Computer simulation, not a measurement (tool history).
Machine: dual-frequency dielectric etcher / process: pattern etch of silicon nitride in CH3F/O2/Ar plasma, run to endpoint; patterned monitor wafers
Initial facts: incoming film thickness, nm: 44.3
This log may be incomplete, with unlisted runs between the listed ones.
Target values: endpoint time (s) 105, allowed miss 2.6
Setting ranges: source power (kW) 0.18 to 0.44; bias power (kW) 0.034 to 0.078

run,hour,source power (kW),bias power (kW),endpoint time (s)
1,0,0.31,0.056,88.723
2,2,0.28,0.056,90.735
3,8.8,0.25,0.056,91.683
4,16.6,0.25,0.06,88.868
5,17.6,0.25,0.052,95.743
6,25.4,0.3,0.052,93.28
7,28.6,0.29,0.05,95.054
8,31.5,0.28,0.049,96.001
9,33.1,0.27,0.048,98.857
10,40,0.26,0.047,101.05

Next run, 5 choices. One meets every target within its allowed miss, the rest don't. Which?
A,46.9,0.27,0.048,?
B,46.9,0.23,0.038,?
C,46.9,0.24,0.038,?
D,46.9,0.24,0.044,?
E,46.9,0.29,0.045,?

move,endpoint time (s)
A,97.939
B,114.18
C,113.29
D,104.75
E,99.835
A: misses by more than the last run did
B: the result that was furthest off in the last run now lies on the other side of its target
C: the result that was furthest off in the last run now lies on the other side of its target
D: hits every target within its allowed miss
E: misses by more than the last run did
D meets every target.

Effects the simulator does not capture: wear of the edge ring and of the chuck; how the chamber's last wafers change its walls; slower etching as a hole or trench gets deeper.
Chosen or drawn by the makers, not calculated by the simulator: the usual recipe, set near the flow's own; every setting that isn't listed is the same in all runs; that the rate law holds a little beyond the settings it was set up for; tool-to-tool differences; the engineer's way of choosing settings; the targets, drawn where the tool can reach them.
